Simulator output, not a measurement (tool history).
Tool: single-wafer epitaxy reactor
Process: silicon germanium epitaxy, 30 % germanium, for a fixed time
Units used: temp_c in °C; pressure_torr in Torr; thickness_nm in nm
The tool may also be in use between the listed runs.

Run 1, hour 0.0: temp_c 600 °C, pressure_torr 27.1 Torr. Result: thickness_nm 67.998 nm.
Run 2, hour 1.8: temp_c 602 °C, pressure_torr 27.1 Torr. Result: thickness_nm 70.011 nm.
Run 3, hour 4.1: temp_c 602 °C, pressure_torr 31.2 Torr. Result: thickness_nm 74.893 nm.
Run 4, hour 5.7: temp_c 592 °C, pressure_torr 31.2 Torr. Result: thickness_nm 62.904 nm.
Run 5, hour 8.9: temp_c 587 °C, pressure_torr 31.2 Torr. Result: thickness_nm 58.158 nm.
Run 6, hour 15.0: temp_c 587 °C, pressure_torr 27.2 Torr. Result: thickness_nm 54.840 nm.

The next listed run, before its measurement:
Run 7, hour 21.7: temp_c 591 °C, pressure_torr 27.3 Torr. Result: thickness_nm ?.

{"run 7": {"thickness_nm": 58.843}}
